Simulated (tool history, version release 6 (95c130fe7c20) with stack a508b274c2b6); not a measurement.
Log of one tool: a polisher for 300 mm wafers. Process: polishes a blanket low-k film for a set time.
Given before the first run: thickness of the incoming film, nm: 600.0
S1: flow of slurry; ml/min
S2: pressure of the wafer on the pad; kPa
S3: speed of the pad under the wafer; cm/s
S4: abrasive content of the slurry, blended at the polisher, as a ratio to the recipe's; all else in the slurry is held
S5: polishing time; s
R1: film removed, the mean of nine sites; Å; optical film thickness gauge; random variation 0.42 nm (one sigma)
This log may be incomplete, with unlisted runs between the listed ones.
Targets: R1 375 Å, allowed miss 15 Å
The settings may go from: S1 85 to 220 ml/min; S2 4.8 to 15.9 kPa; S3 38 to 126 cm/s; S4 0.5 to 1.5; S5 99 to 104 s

run,hour,S1,S2,S3,S4,S5,R1
1,0,140,10.3,82,1,99,244.88
2,4.7,140,10.3,96,1,99,273.66
3,13.4,145,11,96,1,99,298.6
4,16.4,145,11,96,1,99,294.78
5,20.1,145,9,96,1,99,242.13
6,22.6,150,9.7,96,1,99,260.23
7,25.5,150,10.3,96,1,99,278.31
8,29.3,150,11,96,1,99,298.33
9,35,155,11.7,96,1,99,316.57
10,36.6,155,12.4,96,1,99,327.66
11,45.1,155,13.1,96,1,99,348.44

Pick the move, out of 5, that brings all results within their allowed miss; only one does.
A,53.6,170,13.8,88,1.05,103,?
B,53.6,135,12.4,88,0.85,103,?
C,53.6,175,11.7,104,0.75,100,?
D,53.6,140,14.5,72,0.95,103,?
E,53.6,160,11,106,1,100,?

move,R1
A,377.37
B,300.65
C,311.4
D,315.45
E,330.94
A: every result lands within tolerance
B: further off than the last run
C: further off than the last run
D: further off than the last run
E: further off than the last run
The move that meets every target is A.

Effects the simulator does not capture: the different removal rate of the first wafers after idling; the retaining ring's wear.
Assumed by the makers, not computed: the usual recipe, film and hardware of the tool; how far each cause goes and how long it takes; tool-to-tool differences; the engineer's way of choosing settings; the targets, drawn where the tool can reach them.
